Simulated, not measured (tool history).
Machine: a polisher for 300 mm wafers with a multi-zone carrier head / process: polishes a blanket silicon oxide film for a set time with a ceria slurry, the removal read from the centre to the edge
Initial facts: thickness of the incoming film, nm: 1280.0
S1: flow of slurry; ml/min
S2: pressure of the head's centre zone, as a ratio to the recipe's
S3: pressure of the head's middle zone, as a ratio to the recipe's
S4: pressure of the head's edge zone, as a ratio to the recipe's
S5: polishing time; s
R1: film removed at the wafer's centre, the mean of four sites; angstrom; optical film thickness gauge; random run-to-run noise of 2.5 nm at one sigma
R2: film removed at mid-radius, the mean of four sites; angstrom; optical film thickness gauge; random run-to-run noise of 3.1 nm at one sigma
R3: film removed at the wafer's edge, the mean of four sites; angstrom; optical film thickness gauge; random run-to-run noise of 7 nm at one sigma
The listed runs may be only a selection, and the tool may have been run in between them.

| run | hour | S1 | S2 | S3 | S4 | S5 | R1 | R2 | R3 |
|---|---|---|---|---|---|---|---|---|---|
| 1 | 0 | 180 | 1 | 1 | 1 | 69 | 5266.8 | 5267.4 | 5238.2 |
| 2 | 8.3 | 180 | 1.07 | 1 | 1 | 69 | 5717 | 5330.6 | 5514 |
| 3 | 16 | 180 | 1.07 | 1 | 0.96 | 69 | 5668.4 | 5319.4 | 5092.1 |
| 4 | 21.7 | 180 | 1.13 | 1 | 0.96 | 69 | 5993.9 | 5325.7 | 5192.8 |
| 5 | 25.3 | 160 | 1.02 | 1.02 | 0.98 | 67 | 5081.8 | 5112.3 | 5116.6 |
| 6 | 28 | 135 | 1.02 | 1.02 | 0.98 | 67 | 4884.2 | 4905.4 | 4905.1 |
| 7 | 33.2 | 125 | 0.96 | 1.04 | 0.99 | 67 | 4530.3 | 4960.2 | 4935.5 |

Run 8 is up next; what results do you expect?
| 8 | 40.1 | 115 | 0.86 | 1.04 | 0.95 | 65 | ? | ? | ? |

Run 8 gave R1 3862 angstrom, R2 4676.1 angstrom, R3 4557.5 angstrom.
